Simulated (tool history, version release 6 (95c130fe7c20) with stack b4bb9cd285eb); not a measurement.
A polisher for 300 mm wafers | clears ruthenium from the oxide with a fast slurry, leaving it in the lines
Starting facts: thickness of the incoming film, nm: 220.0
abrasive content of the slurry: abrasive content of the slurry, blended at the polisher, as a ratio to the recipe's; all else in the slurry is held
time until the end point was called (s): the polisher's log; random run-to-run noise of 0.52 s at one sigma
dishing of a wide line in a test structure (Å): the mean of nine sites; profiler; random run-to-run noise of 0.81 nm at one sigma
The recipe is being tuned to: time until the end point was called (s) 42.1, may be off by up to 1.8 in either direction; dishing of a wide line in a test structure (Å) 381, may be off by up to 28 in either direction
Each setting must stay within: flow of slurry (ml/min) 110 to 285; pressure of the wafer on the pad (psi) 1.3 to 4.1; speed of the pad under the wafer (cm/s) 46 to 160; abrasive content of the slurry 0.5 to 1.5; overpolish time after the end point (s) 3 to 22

run,hour,flow of slurry (ml/min),pressure of the wafer on the pad (psi),speed of the pad under the wafer (cm/s),abrasive content of the slurry,overpolish time after the end point (s),time until the end point was called (s),dishing of a wide line in a test structure (Å)
1,0,180,2.7,102,1,11,73.367,255.11
2,7.5,225,2.7,102,1,11,71.475,262.68
3,15.3,225,2.7,102,0.9,11,74.966,247.2
4,16.9,225,2.7,102,1.05,11,69.46,262.06
5,21.4,225,2.7,84,1.05,11,85.011,217.2
6,29.8,225,2.7,84,1.2,11,81.284,241.4
7,34.2,225,2.9,86,1.2,11,74.755,253.48
8,37.6,225,3.1,88,1.2,11,66.179,276.82
9,44.6,235,3.8,90,1.2,11,54.075,329.1
10,49.1,235,3.8,92,1.2,11,52.34,329.35
11,52.7,235,3.8,94,1.2,11,51.586,318.91
12,59.1,235,3.8,96,1.2,11,50.64,333.15
# hour 64.9: worn pad replaced by a new one
13,64.9,235,3.8,98,1.2,11,45.16,357.04
14,73.5,240,3.9,98,1.2,11,44.075,375.21

Which one of the following 5 next-run settings gets every result inside its allowed miss? There is exactly one.
A,82.1,180,3.8,104,1.05,12,?,?
B,82.1,230,3.4,116,1.25,11,?,?
C,82.1,235,4,112,1.2,10,?,?
D,82.1,230,4.1,92,1.1,10,?,?
E,82.1,240,4.1,92,1.35,14,?,?

move,time until the end point was called (s),dishing of a wide line in a test structure (Å)
A,47.155,360.77
B,42.963,362.26
C,38.382,366.54
D,46.914,318.64
E,43.402,420.1
A: misses by more than the last run did
B: every result within its allowed miss
C: carries the result that was furthest off beyond its target, to the other side
D: misses by more than the last run did
E: brings the last run's worst result on target, with another outside its allowed miss
Answer: B
